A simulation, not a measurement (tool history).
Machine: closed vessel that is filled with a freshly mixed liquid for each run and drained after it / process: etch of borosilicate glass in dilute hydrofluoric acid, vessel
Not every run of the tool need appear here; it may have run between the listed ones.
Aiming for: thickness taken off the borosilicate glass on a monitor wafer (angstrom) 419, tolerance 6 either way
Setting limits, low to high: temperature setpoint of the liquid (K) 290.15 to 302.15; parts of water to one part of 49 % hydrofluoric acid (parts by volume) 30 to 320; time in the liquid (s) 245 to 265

run  hour  temperature setpoint of the liquid (K)  parts of water to one part of 49 % hydrofluoric acid (parts by volume)  time in the liquid (s)  thickness taken off the borosilicate glass on a monitor wafer (angstrom)
  1     0                                  294.15                                                                     175                     245                                                                    662.36
  2   4.4                                  294.15                                                                     135                     245                                                                    894.16
  3   8.9                                  293.15                                                                     155                     245                                                                    731.81
  4   9.7                                  293.15                                                                     155                     265                                                                    792.73
  5  13.6                                  292.15                                                                     170                     265                                                                    681.25
  6  16.1                                  292.15                                                                     170                     245                                                                    629.25
  7  21.8                                  291.65                                                                     180                     245                                                                    580.39
  8  26.4                                  291.15                                                                     190                     245                                                                    534.21
  9  27.2                                  290.65                                                                     200                     245                                                                    491.84
 10  33.9                                  290.65                                                                     205                     245                                                                    477.34
 11  42.2                                  290.65                                                                     210                     245                                                                    465.94

Which of these 5 next moves meets every target?
  A  50.5                                  290.65                                                                     215                     265                                                                         ?
  B  50.5                                  291.15                                                                     240                     245                                                                         ?
  C  50.5                                  291.15                                                                     225                     245                                                                         ?
  D  50.5                                  290.65                                                                     245                     265                                                                         ?
  E  50.5                                  290.15                                                                     190                     245                                                                         ?

move  thickness taken off the borosilicate glass on a monitor wafer (angstrom)
   A                                                                     487.9
   B                                                                    402.81
   C                                                                    435.55
   D                                                                    416.76
   E                                                                    512.01
A: moves away from the targets compared with the last run
B: pushes the last run's worst result past its target
C: nearer than the last run, and not there yet
D: every result within its allowed miss
E: moves away from the targets compared with the last run
Move D is the one to make.
